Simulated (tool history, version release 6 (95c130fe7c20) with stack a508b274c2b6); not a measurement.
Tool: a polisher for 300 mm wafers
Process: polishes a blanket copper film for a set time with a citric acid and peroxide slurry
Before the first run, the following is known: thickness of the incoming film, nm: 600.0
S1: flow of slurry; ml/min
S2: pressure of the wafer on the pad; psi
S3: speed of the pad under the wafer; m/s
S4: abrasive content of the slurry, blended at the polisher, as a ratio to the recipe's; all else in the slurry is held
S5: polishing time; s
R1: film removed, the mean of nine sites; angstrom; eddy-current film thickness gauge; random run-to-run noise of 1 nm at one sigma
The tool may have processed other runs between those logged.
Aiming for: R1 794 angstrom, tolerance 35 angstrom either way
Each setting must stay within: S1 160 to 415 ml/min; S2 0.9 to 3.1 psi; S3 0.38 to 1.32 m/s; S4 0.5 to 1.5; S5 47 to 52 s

| run | hour | S1 | S2 | S3 | S4 | S5 | R1 |
|---|---|---|---|---|---|---|---|
| 1 | 0 | 265 | 2 | 0.84 | 1 | 52 | 545.8 |
| 2 | 0.9 | 265 | 2.1 | 0.84 | 1 | 52 | 563.8 |
| 3 | 3.1 | 265 | 2.2 | 0.84 | 1 | 52 | 596.99 |
| 4 | 6.6 | 265 | 1.8 | 0.84 | 1 | 52 | 473.43 |
| 5 | 12.1 | 305 | 1.8 | 0.84 | 1 | 52 | 488.04 |
| 6 | 18.3 | 305 | 2 | 0.84 | 1 | 52 | 541.53 |
| 7 | 26.4 | 305 | 2.6 | 0.86 | 1 | 52 | 720.47 |
| 8 | 34.4 | 305 | 2.7 | 0.86 | 1 | 52 | 743.6 |

Exactly one of the 5 candidate moves below puts every result within its allowed miss. Which one?
| A | 42.4 | 315 | 2.5 | 0.9 | 0.9 | 50 | ? |
| B | 42.4 | 310 | 2.6 | 0.9 | 1.1 | 49 | ? |
| C | 42.4 | 290 | 2.8 | 0.92 | 0.9 | 47 | ? |
| D | 42.4 | 305 | 2.8 | 0.84 | 0.95 | 51 | ? |
| E | 42.4 | 195 | 3.1 | 0.8 | 1.1 | 52 | ? |

| move | R1 |
|---|---|
| A | 660.12 |
| B | 695.3 |
| C | 698.2 |
| D | 721.78 |
| E | 770.56 |
A: misses by more than the last run did
B: misses by more than the last run did
C: misses by more than the last run did
D: misses by more than the last run did
E: hits every target within its allowed miss
Go with E: it meets all targets.
